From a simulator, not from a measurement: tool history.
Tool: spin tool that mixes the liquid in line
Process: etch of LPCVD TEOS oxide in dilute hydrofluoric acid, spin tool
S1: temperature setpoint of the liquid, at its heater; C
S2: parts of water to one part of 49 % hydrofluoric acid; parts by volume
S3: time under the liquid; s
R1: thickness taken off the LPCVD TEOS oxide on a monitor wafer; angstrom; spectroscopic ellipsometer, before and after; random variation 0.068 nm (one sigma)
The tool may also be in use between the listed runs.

run	hour	S1	S2	S3	R1
1	0.0	26.0	270	95	59.564
2	7.1	26.0	190	95	92.050
3	8.9	26.0	125	95	150.430
4	14.0	24.5	125	95	142.270
5	22.3	24.5	125	95	144.390
6	23.8	24.5	125	75	112.910
# hour 31.5: thermometer replaced
7	31.5	24.0	125	75	106.060

Forecast run 8:
8	38.8	23.5	125	75	?

R1: 104.750 angstrom
